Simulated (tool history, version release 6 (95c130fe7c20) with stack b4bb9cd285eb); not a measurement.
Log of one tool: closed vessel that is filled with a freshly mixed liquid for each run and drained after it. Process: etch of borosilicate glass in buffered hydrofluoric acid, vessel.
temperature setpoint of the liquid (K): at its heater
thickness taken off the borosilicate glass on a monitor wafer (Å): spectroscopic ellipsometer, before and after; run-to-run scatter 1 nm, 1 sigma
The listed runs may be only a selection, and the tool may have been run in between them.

run  hour  temperature setpoint of the liquid (K)  parts of 40 % ammonium fluoride to one part of 49 % hydrofluoric acid (parts by volume)  time in the liquid (s)  thickness taken off the borosilicate glass on a monitor wafer (Å)
  1     0                                  297.15                                                                                     20.5                     100                                                             623.47
  2   1.5                                  299.15                                                                                     18.5                     100                                                              763.5
  3   4.2                                  302.15                                                                                     18.5                     100                                                             901.98
  4   6.6                                  304.65                                                                                     18.5                     100                                                             1011.1
  5    11                                  305.15                                                                                     18.5                     100                                                             1047.3
  6  14.3                                  305.15                                                                                     18.5                     100                                                             1040.3

Run 7 comes next. What will it give?
  7    22                                  305.15                                                                                     17.5                     100                                                                  ?

thickness taken off the borosilicate glass on a monitor wafer (Å): 1097.6

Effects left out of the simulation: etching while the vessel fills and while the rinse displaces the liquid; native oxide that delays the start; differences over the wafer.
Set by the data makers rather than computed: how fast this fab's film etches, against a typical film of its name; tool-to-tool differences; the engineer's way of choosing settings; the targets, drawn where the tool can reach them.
